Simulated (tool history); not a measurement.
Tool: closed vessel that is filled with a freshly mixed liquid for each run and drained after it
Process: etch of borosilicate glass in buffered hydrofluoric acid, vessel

run	hour	temperature setpoint of the liquid (C)	parts of 40 % ammonium fluoride to one part of 49 % hydrofluoric acid (parts by volume)	time in the liquid (s)	thickness taken off the borosilicate glass on a monitor wafer (Å)
1	0	22	19.5	30	167.89
2	3.1	21.5	19.5	30	162.1
3	8.9	21.5	19.5	30	162.62
4	16.2	21.5	19.5	30	161.96
5	21	21.5	19.5	30	162.85
6	25.8	21	19.5	30	157.28
7	28	20.5	19.5	30	154.79
8	31.9	20	19.5	30	149.17

Run 9 comes next. What will it give?
9	33	19.5	19.5	30	?

Run 9 measured thickness taken off the borosilicate glass on a monitor wafer (Å) 145.88.
